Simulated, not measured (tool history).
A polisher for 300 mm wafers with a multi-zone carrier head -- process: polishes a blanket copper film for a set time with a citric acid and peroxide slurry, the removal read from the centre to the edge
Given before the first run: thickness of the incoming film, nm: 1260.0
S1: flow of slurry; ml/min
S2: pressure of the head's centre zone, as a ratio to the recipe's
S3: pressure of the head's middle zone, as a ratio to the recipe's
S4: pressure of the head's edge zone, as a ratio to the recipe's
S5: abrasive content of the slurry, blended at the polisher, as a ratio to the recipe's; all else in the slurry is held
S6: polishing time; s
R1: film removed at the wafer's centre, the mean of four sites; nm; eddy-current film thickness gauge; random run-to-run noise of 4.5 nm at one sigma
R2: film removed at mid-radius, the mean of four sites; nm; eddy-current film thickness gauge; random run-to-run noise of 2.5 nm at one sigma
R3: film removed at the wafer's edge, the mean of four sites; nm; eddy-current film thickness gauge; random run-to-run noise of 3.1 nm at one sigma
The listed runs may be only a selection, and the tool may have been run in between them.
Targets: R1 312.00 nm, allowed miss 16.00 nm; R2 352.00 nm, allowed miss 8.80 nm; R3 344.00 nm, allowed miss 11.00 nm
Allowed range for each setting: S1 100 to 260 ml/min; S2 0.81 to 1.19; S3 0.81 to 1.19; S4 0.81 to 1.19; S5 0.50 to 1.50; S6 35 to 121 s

run	hour	S1	S2	S3	S4	S5	S6	R1	R2	R3
1	0.0	165	1.00	1.00	1.00	1.00	78	224.10	225.73	225.17
2	0.9	170	1.00	1.01	1.02	1.05	80	229.92	231.64	230.59
3	9.6	170	1.00	1.01	1.02	1.05	63	183.90	183.11	187.15
4	10.3	175	0.99	1.02	1.03	1.10	67	195.05	199.74	198.99
5	19.0	175	0.93	1.02	1.03	1.10	67	190.63	201.14	197.67
6	21.1	175	0.96	1.02	1.03	1.10	67	190.72	199.61	198.93
7	25.6	220	0.97	1.12	1.13	1.35	89	275.93	306.04	294.63
8	28.9	220	0.97	1.12	1.14	1.35	90	285.71	312.02	301.07
9	37.2	220	0.97	1.12	1.15	1.35	91	283.25	314.29	305.83
10	38.9	220	0.97	1.12	1.15	1.35	92	280.96	312.87	307.62
11	43.5	220	0.97	1.12	1.15	1.35	93	284.98	324.19	311.65
12	49.9	230	0.97	1.12	1.17	1.45	95	294.25	334.88	330.63

Exercise: of the 4 proposed moves below, exactly one satisfies all targets within the stated allowed misses. Which move is it?
A	56.3	215	0.99	1.17	1.17	1.30	96	?	?	?
B	56.3	180	0.97	1.14	1.19	1.50	101	?	?	?
C	56.3	240	0.86	1.08	1.19	1.50	97	?	?	?
D	56.3	190	1.01	1.02	1.19	1.50	99	?	?	?

move	R1	R2	R3
A	298.89	340.15	320.51
B	310.56	353.40	345.31
C	276.44	335.27	339.84
D	318.09	317.94	340.58
A: further off than the last run
B: hits every target within its allowed miss
C: further off than the last run
D: further off than the last run
So the answer is move B, the one that meets all the targets.

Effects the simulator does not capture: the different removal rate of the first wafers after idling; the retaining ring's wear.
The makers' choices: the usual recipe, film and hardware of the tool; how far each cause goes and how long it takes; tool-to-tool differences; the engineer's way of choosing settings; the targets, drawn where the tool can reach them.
